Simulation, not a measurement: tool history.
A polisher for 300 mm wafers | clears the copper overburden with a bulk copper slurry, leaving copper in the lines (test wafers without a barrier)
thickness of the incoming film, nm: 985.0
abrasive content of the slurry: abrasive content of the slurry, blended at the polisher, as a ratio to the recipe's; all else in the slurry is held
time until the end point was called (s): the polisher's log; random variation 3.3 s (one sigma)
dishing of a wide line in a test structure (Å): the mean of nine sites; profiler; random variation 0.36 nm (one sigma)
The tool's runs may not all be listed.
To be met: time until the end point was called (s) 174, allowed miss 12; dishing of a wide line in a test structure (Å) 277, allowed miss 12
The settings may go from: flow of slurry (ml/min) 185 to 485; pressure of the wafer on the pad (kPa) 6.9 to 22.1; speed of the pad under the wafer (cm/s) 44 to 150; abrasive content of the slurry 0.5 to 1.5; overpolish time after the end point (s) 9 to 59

| run | hour | flow of slurry (ml/min) | pressure of the wafer on the pad (kPa) | speed of the pad under the wafer (cm/s) | abrasive content of the slurry | overpolish time after the end point (s) | time until the end point was called (s) | dishing of a wide line in a test structure (Å) |
|---|---|---|---|---|---|---|---|---|
| 1 | 0 | 310 | 14.5 | 96 | 1 | 30 | 136.56 | 324.42 |
| 2 | 3.2 | 315 | 12.4 | 104 | 1 | 24 | 134.22 | 314.83 |
| 3 | 7.4 | 315 | 12.4 | 124 | 1 | 24 | 114.05 | 321.57 |
| 4 | 13.9 | 315 | 9.7 | 124 | 1 | 24 | 125.06 | 315.31 |
| 5 | 15.6 | 335 | 9 | 114 | 1.05 | 19 | 144.87 | 296.67 |
| 6 | 16.4 | 335 | 9 | 114 | 0.9 | 19 | 154.12 | 295.99 |
| 7 | 18.5 | 345 | 8.3 | 114 | 0.9 | 16 | 155.39 | 286.11 |
| 8 | 19.8 | 345 | 8.3 | 112 | 0.9 | 15 | 155.29 | 281.42 |
| 9 | 23 | 345 | 8.3 | 110 | 0.9 | 15 | 162.94 | 278.37 |

4 next moves are on the table. One of them brings every result within its allowed miss. Which?
| A | 26.2 | 405 | 8.3 | 114 | 0.95 | 14 | ? | ? |
| B | 26.2 | 330 | 10.3 | 110 | 0.8 | 15 | ? | ? |
| C | 26.2 | 320 | 12.4 | 96 | 0.95 | 11 | ? | ? |
| D | 26.2 | 410 | 10.3 | 92 | 0.85 | 15 | ? | ? |

| move | time until the end point was called (s) | dishing of a wide line in a test structure (Å) |
|---|---|---|
| A | 152.97 | 282.11 |
| B | 149.46 | 293.26 |
| C | 149.32 | 269.64 |
| D | 172.9 | 281.84 |
A: further off than the last run
B: further off than the last run
C: further off than the last run
D: meets every target
The right move is D.
